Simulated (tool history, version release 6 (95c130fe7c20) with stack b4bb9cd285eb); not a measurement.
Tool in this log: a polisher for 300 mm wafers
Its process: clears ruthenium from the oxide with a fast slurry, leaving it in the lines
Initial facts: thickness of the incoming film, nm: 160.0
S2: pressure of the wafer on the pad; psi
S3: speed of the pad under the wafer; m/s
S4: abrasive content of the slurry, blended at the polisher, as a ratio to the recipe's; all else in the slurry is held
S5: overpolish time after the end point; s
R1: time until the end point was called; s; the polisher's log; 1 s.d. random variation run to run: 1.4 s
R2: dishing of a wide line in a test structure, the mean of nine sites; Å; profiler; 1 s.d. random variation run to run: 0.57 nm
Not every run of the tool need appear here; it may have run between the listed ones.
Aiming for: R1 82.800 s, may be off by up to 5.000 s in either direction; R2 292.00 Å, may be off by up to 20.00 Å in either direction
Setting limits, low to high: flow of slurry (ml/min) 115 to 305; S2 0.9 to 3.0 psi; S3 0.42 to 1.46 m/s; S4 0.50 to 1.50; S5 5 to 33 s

run 1 hour=0.0 | flow_of_slurry_(ml/min)=195 S2=1.9 S3=0.94 S4=1.00 S5=17 | R1=52.627 R2=347.44
run 2 hour=3.7 | flow_of_slurry_(ml/min)=195 S2=1.7 S3=0.94 S4=1.00 S5=18 | R1=57.762 R2=323.75
run 3 hour=5.0 | flow_of_slurry_(ml/min)=195 S2=1.6 S3=0.92 S4=1.00 S5=19 | R1=64.021 R2=323.67
run 4 hour=14.0 | flow_of_slurry_(ml/min)=195 S2=1.5 S3=0.92 S4=1.00 S5=19 | R1=67.765 R2=317.49
run 5 hour=17.5 | flow_of_slurry_(ml/min)=195 S2=1.4 S3=0.92 S4=1.00 S5=19 | R1=68.199 R2=296.92
run 6 hour=20.1 | flow_of_slurry_(ml/min)=195 S2=1.4 S3=0.92 S4=1.15 S5=19 | R1=66.659 R2=301.89
run 7 hour=22.5 | flow_of_slurry_(ml/min)=195 S2=1.3 S3=0.92 S4=1.15 S5=20 | R1=72.146 R2=300.60
run 8 hour=29.7 | flow_of_slurry_(ml/min)=195 S2=1.2 S3=0.92 S4=1.15 S5=21 | R1=75.821 R2=299.18

4 next moves are on the table. One of them brings every result within its allowed miss. Which?
run A hour=36.9 | flow_of_slurry_(ml/min)=175 S2=1.4 S3=0.76 S4=1.50 S5=24 | R1=? R2=?
run B hour=36.9 | flow_of_slurry_(ml/min)=180 S2=1.3 S3=0.84 S4=1.05 S5=22 | R1=? R2=?
run C hour=36.9 | flow_of_slurry_(ml/min)=155 S2=1.4 S3=0.94 S4=1.00 S5=19 | R1=? R2=?
run D hour=36.9 | flow_of_slurry_(ml/min)=165 S2=1.7 S3=0.72 S4=1.10 S5=23 | R1=? R2=?

move=A R1=74.616 R2=349.89
move=B R1=81.523 R2=301.46
move=C R1=71.637 R2=296.99
move=D R1=74.381 R2=338.52
A: misses by more than the last run did
B: every result lands within tolerance
C: misses by more than the last run did
D: misses by more than the last run did
So the answer is move B, the one that meets all the targets.
